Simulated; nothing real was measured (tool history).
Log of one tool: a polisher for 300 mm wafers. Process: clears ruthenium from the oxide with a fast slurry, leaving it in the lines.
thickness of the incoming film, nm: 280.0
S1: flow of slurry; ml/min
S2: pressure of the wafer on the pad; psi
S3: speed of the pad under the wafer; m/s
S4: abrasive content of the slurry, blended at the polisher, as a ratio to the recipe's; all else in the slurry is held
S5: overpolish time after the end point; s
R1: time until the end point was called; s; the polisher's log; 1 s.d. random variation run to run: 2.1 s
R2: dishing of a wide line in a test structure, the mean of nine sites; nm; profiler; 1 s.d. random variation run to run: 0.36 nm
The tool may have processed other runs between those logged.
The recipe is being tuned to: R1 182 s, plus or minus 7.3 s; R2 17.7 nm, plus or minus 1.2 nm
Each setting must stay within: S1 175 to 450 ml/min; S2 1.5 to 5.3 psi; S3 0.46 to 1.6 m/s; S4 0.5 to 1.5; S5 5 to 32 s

| run | hour | S1 | S2 | S3 | S4 | S5 | R1 | R2 |
|---|---|---|---|---|---|---|---|---|
| 1 | 0 | 290 | 3.4 | 1.02 | 1 | 16 | 63.089 | 24.21 |
| 2 | 2.1 | 345 | 3.4 | 1.02 | 1 | 16 | 61.485 | 25.58 |
| 3 | 6.2 | 335 | 3 | 0.92 | 1 | 15 | 77.616 | 23.115 |
| 4 | 10.8 | 335 | 3 | 0.92 | 1 | 19 | 78.967 | 24.043 |
| 5 | 12.9 | 295 | 3 | 0.92 | 1 | 19 | 77.899 | 23.871 |
| 6 | 19.4 | 295 | 2.7 | 0.84 | 1 | 18 | 95.438 | 21.79 |
| 7 | 20.2 | 295 | 2.4 | 0.8 | 1 | 18 | 113.14 | 22.023 |
| 8 | 21.5 | 290 | 1.5 | 0.64 | 0.95 | 10 | 222.61 | 9.576 |
| 9 | 27.8 | 290 | 1.5 | 0.64 | 0.95 | 13 | 223.97 | 11.856 |
| 10 | 35.9 | 290 | 1.6 | 0.64 | 0.95 | 14 | 209.26 | 12.538 |
| 11 | 44.5 | 290 | 1.6 | 0.64 | 0.95 | 15 | 211.97 | 13.43 |
| 12 | 51.5 | 290 | 1.7 | 0.64 | 0.95 | 16 | 197.08 | 14.248 |
| 13 | 56.5 | 290 | 1.7 | 0.64 | 0.95 | 17 | 197.58 | 15.535 |
| 14 | 57.7 | 290 | 1.8 | 0.64 | 0.95 | 18 | 185.21 | 16.263 |

Next run, 5 choices. One meets every target within its allowed miss, the rest don't. Which?
| A | 58.9 | 335 | 2.4 | 0.5 | 1.05 | 27 | ? | ? |
| B | 58.9 | 280 | 2 | 0.6 | 0.95 | 30 | ? | ? |
| C | 58.9 | 320 | 1.5 | 0.84 | 0.9 | 16 | ? | ? |
| D | 58.9 | 255 | 2 | 0.6 | 0.85 | 16 | ? | ? |
| E | 58.9 | 265 | 2.1 | 0.54 | 1.05 | 20 | ? | ? |

| move | R1 | R2 |
|---|---|---|
| A | 168.3 | 20.589 |
| B | 182.48 | 20.8 |
| C | 179.2 | 15.075 |
| D | 200.41 | 14.018 |
| E | 180.39 | 17.159 |
A: takes the biggest miss from the last run beyond its target
B: takes the biggest miss from the last run beyond its target
C: the biggest miss grows against the last run
D: the biggest miss grows against the last run
E: all results land within tolerance of their targets
E is the move that brings every result within its allowed miss.

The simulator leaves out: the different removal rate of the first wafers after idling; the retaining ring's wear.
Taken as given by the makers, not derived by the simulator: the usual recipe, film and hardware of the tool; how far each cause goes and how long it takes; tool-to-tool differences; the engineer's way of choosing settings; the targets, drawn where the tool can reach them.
